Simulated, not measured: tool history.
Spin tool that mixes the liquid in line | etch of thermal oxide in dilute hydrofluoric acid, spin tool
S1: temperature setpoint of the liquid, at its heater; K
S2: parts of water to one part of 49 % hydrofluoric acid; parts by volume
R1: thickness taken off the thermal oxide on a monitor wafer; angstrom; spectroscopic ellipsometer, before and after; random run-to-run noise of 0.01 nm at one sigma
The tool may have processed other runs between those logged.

{"run": 1, "hour": 0.0, "S1": 298.15, "S2": 250, "time under the liquid (s)": 100, "R1": 16.283}
{"run": 2, "hour": 6.3, "S1": 300.15, "S2": 250, "time under the liquid (s)": 100, "R1": 17.462}
{"run": 3, "hour": 9.2, "S1": 298.15, "S2": 280, "time under the liquid (s)": 100, "R1": 13.931}
{"run": 4, "hour": 14.0, "S1": 296.15, "S2": 300, "time under the liquid (s)": 100, "R1": 12.095}
{"run": 5, "hour": 15.5, "S1": 296.15, "S2": 300, "time under the liquid (s)": 100, "R1": 12.207}
{"run": 6, "hour": 19.8, "S1": 295.15, "S2": 320, "time under the liquid (s)": 100, "R1": 10.751}

What does the tool deliver on the next run?
{"run": 7, "hour": 26.2, "S1": 294.15, "S2": 330, "time under the liquid (s)": 100, "R1": "?"}

{"run 7": {"R1": 9.6741}}
